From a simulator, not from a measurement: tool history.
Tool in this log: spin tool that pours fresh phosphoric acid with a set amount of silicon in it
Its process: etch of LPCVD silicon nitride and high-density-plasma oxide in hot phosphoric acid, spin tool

run,hour,temperature setpoint of the liquid (C),silicon dissolved in the acid as it is poured (mg a litre),time under the liquid (s),thickness taken off the LPCVD silicon nitride on a monitor wafer (nm),thickness taken off the high-density-plasma oxide on a monitor wafer (nm)
1,0.0,161.0,29.0,180,16.2850,0.649820
2,2.9,160.0,34.5,140,12.1820,0.333740
3,8.9,159.5,37.0,110,9.4669,0.223880
4,12.1,159.0,39.0,95,8.0173,0.174970
5,15.3,158.5,41.5,90,7.5385,0.128180
6,20.5,158.0,42.0,85,6.8785,0.124060
7,27.9,157.5,43.5,85,6.7690,0.091093
8,32.7,157.5,43.0,80,6.3479,0.098379
9,39.1,157.0,43.5,80,6.2653,0.092052
10,42.6,157.0,44.0,75,5.9564,0.080877

Run 11 comes next. What will it give?
11,49.2,156.5,43.5,75,?,?

{"run 11": {"thickness taken off the LPCVD silicon nitride on a monitor wafer (nm)": 5.8426, "thickness taken off the high-density-plasma oxide on a monitor wafer (nm)": 0.080566}}
